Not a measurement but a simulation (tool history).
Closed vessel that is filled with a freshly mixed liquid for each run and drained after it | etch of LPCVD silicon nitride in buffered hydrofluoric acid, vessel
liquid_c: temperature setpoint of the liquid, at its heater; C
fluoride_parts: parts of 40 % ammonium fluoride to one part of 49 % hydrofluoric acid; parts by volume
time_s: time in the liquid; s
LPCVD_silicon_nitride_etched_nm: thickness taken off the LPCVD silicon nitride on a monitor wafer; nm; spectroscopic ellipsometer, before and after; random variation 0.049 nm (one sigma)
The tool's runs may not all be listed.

run  hour  liquid_c  fluoride_parts  time_s  LPCVD_silicon_nitride_etched_nm
  1   0.0      22.0            10.0     670                           9.3658
  2   0.7      21.0            10.0     670                           8.9314
  3   4.7      22.5            10.0     670                           9.6509
  4   9.1      19.5            10.0     670                           8.3555
  5  12.0      19.5            10.0     520                           6.3582
  6  18.2      19.5            10.0     670                           8.3273
  7  23.9      19.0            10.0     670                           8.0331

Run 8 has not been measured yet. What should we expect?
  8  27.8      18.5            10.0     670                                ?

{"run 8": {"LPCVD_silicon_nitride_etched_nm": 7.7467}}
